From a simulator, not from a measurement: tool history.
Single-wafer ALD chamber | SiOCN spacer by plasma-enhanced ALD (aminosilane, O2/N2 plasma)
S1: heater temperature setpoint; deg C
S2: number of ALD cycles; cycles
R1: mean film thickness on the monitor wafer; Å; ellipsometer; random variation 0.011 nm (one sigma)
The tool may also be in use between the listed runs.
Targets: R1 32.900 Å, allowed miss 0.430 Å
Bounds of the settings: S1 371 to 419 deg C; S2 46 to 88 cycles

run 1 day=0.000 | S1=395 S2=67 | R1=42.463
run 2 day=0.317 | S1=395 S2=62 | R1=39.231
run 3 day=0.512 | S1=388 S2=62 | R1=39.304
run 4 day=0.617 | S1=388 S2=59 | R1=37.409
run 5 day=0.783 | S1=388 S2=57 | R1=36.085
run 6 day=1.058 | S1=382 S2=57 | R1=36.274
run 7 day=1.388 | S1=382 S2=55 | R1=34.824
run 8 day=1.496 | S1=382 S2=54 | R1=34.227
run 9 day=1.704 | S1=382 S2=53 | R1=33.587

Which of these 5 next moves meets every target?
run A day=1.912 | S1=379 S2=54 | R1=?
run B day=1.912 | S1=383 S2=53 | R1=?
run C day=1.912 | S1=392 S2=54 | R1=?
run D day=1.912 | S1=393 S2=52 | R1=?
run E day=1.912 | S1=375 S2=55 | R1=?

move=A R1=34.250
move=B R1=33.616
move=C R1=34.250
move=D R1=32.981
move=E R1=34.884
A: further off than the last run
B: as far off as the last run
C: further off than the last run
D: meets every target
E: further off than the last run
Answer: D
